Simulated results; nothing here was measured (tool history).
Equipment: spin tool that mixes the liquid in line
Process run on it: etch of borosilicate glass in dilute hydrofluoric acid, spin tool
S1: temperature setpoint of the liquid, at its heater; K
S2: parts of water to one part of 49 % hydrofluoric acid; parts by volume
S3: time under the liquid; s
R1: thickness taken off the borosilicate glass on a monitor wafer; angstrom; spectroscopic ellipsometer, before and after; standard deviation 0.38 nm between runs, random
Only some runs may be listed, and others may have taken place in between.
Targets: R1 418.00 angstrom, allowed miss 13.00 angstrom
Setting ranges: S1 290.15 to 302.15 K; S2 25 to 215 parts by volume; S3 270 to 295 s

{"run": 1, "day": 0.0, "S1": 294.15, "S2": 120, "S3": 270, "R1": 331.64}
{"run": 2, "day": 0.104, "S1": 294.15, "S2": 85, "S3": 270, "R1": 500.42}
{"run": 3, "day": 0.296, "S1": 297.15, "S2": 85, "S3": 270, "R1": 555.21}
{"run": 4, "day": 0.325, "S1": 294.65, "S2": 85, "S3": 270, "R1": 510.01}
{"run": 5, "day": 0.404, "S1": 294.65, "S2": 85, "S3": 295, "R1": 559.25}
{"run": 6, "day": 0.467, "S1": 294.65, "S2": 85, "S3": 270, "R1": 511.84}
{"run": 7, "day": 0.708, "S1": 293.65, "S2": 85, "S3": 270, "R1": 488.57}
{"run": 8, "day": 0.858, "S1": 293.15, "S2": 85, "S3": 270, "R1": 475.47}
{"run": 9, "day": 1.188, "S1": 292.65, "S2": 85, "S3": 270, "R1": 462.19}
{"run": 10, "day": 1.242, "S1": 292.15, "S2": 85, "S3": 270, "R1": 456.46}
{"run": 11, "day": 1.275, "S1": 292.15, "S2": 85, "S3": 270, "R1": 455.39}
{"run": 12, "day": 1.383, "S1": 291.65, "S2": 85, "S3": 270, "R1": 448.87}
{"run": 13, "day": 1.525, "S1": 291.15, "S2": 85, "S3": 270, "R1": 440.34}
{"run": 14, "day": 1.608, "S1": 291.15, "S2": 85, "S3": 270, "R1": 434.98}

Which single option among these 4 for the next run brings every result within its allowed miss of target? Just one does.
{"run": "A", "day": 1.692, "S1": 291.65, "S2": 95, "S3": 290, "R1": "?"}
{"run": "B", "day": 1.692, "S1": 291.15, "S2": 90, "S3": 295, "R1": "?"}
{"run": "C", "day": 1.692, "S1": 290.15, "S2": 80, "S3": 270, "R1": "?"}
{"run": "D", "day": 1.692, "S1": 291.65, "S2": 90, "S3": 295, "R1": "?"}

move=A R1=425.89
move=B R1=450.25
move=C R1=449.18
move=D R1=459.80
A: every result lands within tolerance
B: moves away from the targets compared with the last run
C: moves away from the targets compared with the last run
D: moves away from the targets compared with the last run
Move A is the one to make.
